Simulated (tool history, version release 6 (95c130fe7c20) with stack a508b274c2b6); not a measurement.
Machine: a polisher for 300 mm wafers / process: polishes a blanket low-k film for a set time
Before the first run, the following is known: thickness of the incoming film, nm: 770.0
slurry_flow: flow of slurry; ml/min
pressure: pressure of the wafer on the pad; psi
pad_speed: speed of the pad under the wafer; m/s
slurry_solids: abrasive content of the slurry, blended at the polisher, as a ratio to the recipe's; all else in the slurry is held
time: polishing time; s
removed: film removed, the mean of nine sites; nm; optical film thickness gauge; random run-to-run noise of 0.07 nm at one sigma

run 1 hour=0.0 | slurry_flow=135 pressure=2.5 pad_speed=0.84 slurry_solids=1.0 time=44 | removed=17.4740
run 2 hour=6.3 | slurry_flow=155 pressure=2.5 pad_speed=0.84 slurry_solids=1.0 time=44 | removed=17.6710
run 3 hour=12.9 | slurry_flow=155 pressure=2.3 pad_speed=0.78 slurry_solids=1.0 time=44 | removed=15.6290
run 4 hour=20.9 | slurry_flow=155 pressure=2.3 pad_speed=0.78 slurry_solids=1.0 time=44 | removed=15.6890
run 5 hour=26.3 | slurry_flow=155 pressure=2.1 pad_speed=0.72 slurry_solids=1.0 time=44 | removed=13.2590
run 6 hour=33.9 | slurry_flow=150 pressure=1.9 pad_speed=0.70 slurry_solids=1.0 time=44 | removed=11.9180
run 7 hour=37.5 | slurry_flow=145 pressure=1.8 pad_speed=0.68 slurry_solids=1.0 time=44 | removed=10.9560
run 8 hour=38.3 | slurry_flow=140 pressure=1.7 pad_speed=0.66 slurry_solids=1.0 time=44 | removed=10.1500
run 9 hour=38.9 | slurry_flow=135 pressure=1.6 pad_speed=0.66 slurry_solids=1.0 time=44 | removed=9.5307
run 10 hour=43.5 | slurry_flow=130 pressure=1.5 pad_speed=0.66 slurry_solids=1.0 time=44 | removed=8.8091
run 11 hour=49.0 | slurry_flow=125 pressure=1.5 pad_speed=0.66 slurry_solids=1.0 time=44 | removed=8.9845

Estimate the outcome of run 12 from the log above:
run 12 hour=55.9 | slurry_flow=125 pressure=1.1 pad_speed=0.56 slurry_solids=1.0 time=44 | removed=?

removed: 5.8805 nm
